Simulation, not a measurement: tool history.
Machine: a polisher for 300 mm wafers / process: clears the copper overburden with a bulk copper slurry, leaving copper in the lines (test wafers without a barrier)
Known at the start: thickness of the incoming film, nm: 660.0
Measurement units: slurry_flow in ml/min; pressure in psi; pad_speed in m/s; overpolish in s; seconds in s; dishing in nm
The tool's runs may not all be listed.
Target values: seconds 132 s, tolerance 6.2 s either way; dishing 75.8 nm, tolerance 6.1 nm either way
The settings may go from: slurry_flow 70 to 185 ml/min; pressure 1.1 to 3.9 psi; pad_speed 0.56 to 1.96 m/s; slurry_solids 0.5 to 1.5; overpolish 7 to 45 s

run    day  slurry_flow  pressure  pad_speed  slurry_solids  overpolish  seconds  dishing
  1      0          120       2.5       1.26              1          23   76.368    72.17
  2  0.271          120       2.3       1.24              1          26    83.05   73.806
  3  0.371          120       2.8       1.24              1          26   69.199   81.722
  4  0.454          120       2.6       1.22              1          28   74.239   80.862
  5  0.579          120       2.6       1.22              1          19   73.883    66.68
  6  0.688          120       2.4       1.22              1          22   81.161   69.936
  7  0.992          120       2.2       1.22              1          24    88.77   70.897
  8  1.125          120       2.1       1.22              1          25   91.123   69.504
  9  1.233          120         2       1.22              1          27   96.053   69.641
 10  1.375          110       1.3       1.16              1          38   153.62   60.464
 11    1.7          115       1.3       1.16              1          39   149.38   61.477
 12  1.942          120       1.4       1.14              1          40   143.01   63.644
 13  2.242          120       1.5       1.12              1          41   137.05   65.649
 14  2.371          115       1.6       1.12              1          42   127.17   67.395
 15  2.442          125       1.6       1.14           0.95          42   129.84   67.883
 16  2.596          155       1.9       1.06            0.8          45   114.51   79.912

Consider the 5 candidate settings below. Which is the only one whose results all fall within their allowed miss of target?
  A  2.75          155       1.4       1.18           0.55          40        ?        ?
  B  2.75          185       1.9       0.84            0.7          45        ?        ?
  C  2.75          145       1.6       1.06            0.9          30        ?        ?
  D  2.75          135       1.8       0.74           0.95          32        ?        ?
  E  2.75          135       1.4       1.14           0.75          44        ?        ?

move  seconds  dishing
   A   144.33   65.605
   B   129.13   76.043
   C   129.82   62.923
   D   147.33   62.542
   E   145.08   67.569
A: takes the biggest miss from the last run beyond its target
B: each result inside its tolerance
C: the furthest-off result lands on target, but another misses its tolerance
D: takes the biggest miss from the last run beyond its target
E: takes the biggest miss from the last run beyond its target
B meets every target.

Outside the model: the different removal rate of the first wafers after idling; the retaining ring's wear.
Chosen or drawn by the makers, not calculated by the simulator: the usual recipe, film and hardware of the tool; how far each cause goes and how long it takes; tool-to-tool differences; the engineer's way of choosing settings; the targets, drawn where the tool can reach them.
